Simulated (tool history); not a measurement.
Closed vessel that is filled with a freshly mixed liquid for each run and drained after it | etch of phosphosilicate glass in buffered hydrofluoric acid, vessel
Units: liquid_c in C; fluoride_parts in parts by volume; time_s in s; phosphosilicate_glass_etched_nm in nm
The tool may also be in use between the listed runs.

run    day  liquid_c  fluoride_parts  time_s  phosphosilicate_glass_etched_nm
  1  0.000      21.0            16.0      30                           141.08
  2  0.179      21.0            16.0      30                           139.67
  3  0.567      21.0            16.0      30                           140.86
  4  0.779      21.0            16.0      30                           142.29
  5  0.900      21.5            16.0      30                           145.27
  6  0.942      22.0            16.0      30                           149.42
  7  1.088      22.5            16.0      30                           151.72
  8  1.229      23.0            16.0      30                           156.94
  9  1.617      23.5            16.0      30                           162.14

Forecast run 10:
 10  1.954      24.5            16.0      30                                ?

{"run 10": {"phosphosilicate_glass_etched_nm": 170.22}}
